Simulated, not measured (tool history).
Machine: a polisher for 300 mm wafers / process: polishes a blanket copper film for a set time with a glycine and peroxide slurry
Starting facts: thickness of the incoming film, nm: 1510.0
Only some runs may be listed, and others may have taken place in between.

| run | hour | flow of slurry (ml/min) | pressure of the wafer on the pad (kPa) | speed of the pad under the wafer (cm/s) | polishing time (s) | film removed (nm) |
|---|---|---|---|---|---|---|
| 1 | 0 | 190 | 14.5 | 76 | 51 | 176.72 |
| 2 | 8 | 190 | 13.1 | 76 | 51 | 159.84 |
| 3 | 8.9 | 190 | 14.5 | 76 | 51 | 172.19 |
| 4 | 17.5 | 155 | 14.5 | 76 | 51 | 171.5 |
| 5 | 26.2 | 155 | 13.1 | 76 | 51 | 156.57 |
| 6 | 33.1 | 155 | 12.4 | 76 | 51 | 149.33 |

What will run 7 give?
| 7 | 39.5 | 155 | 11.7 | 76 | 51 | ? |

film removed (nm): 142.77
